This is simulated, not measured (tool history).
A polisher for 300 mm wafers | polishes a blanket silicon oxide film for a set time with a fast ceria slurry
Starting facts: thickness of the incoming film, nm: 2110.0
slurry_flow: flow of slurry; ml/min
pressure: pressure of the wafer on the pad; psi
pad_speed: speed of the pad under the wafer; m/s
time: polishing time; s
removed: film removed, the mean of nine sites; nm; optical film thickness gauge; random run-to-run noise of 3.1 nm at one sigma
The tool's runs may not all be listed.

Run 1, hour 0.0: slurry_flow 225 ml/min, pressure 3.5 psi, pad_speed 0.80 m/s, time 32 s. Result: removed 493.64 nm.
Run 2, hour 8.7: slurry_flow 225 ml/min, pressure 3.5 psi, pad_speed 0.92 m/s, time 32 s. Result: removed 559.86 nm.
Run 3, hour 10.0: slurry_flow 225 ml/min, pressure 3.4 psi, pad_speed 0.92 m/s, time 32 s. Result: removed 556.14 nm.
Run 4, hour 12.1: slurry_flow 225 ml/min, pressure 3.3 psi, pad_speed 0.92 m/s, time 32 s. Result: removed 535.55 nm.
Run 5, hour 14.9: slurry_flow 225 ml/min, pressure 2.8 psi, pad_speed 0.92 m/s, time 32 s. Result: removed 451.20 nm.
Run 6, hour 19.4: slurry_flow 260 ml/min, pressure 2.8 psi, pad_speed 0.92 m/s, time 32 s. Result: removed 463.59 nm.
Run 7, hour 25.0: slurry_flow 215 ml/min, pressure 2.1 psi, pad_speed 0.92 m/s, time 32 s. Result: removed 340.52 nm.
Run 8, hour 30.8: slurry_flow 220 ml/min, pressure 2.1 psi, pad_speed 0.92 m/s, time 32 s. Result: removed 344.27 nm.

Expected results for the next run?
Run 9, hour 36.1: slurry_flow 225 ml/min, pressure 2.1 psi, pad_speed 0.92 m/s, time 32 s. Result: removed ?.

{"run 9": {"removed": 350.41}}
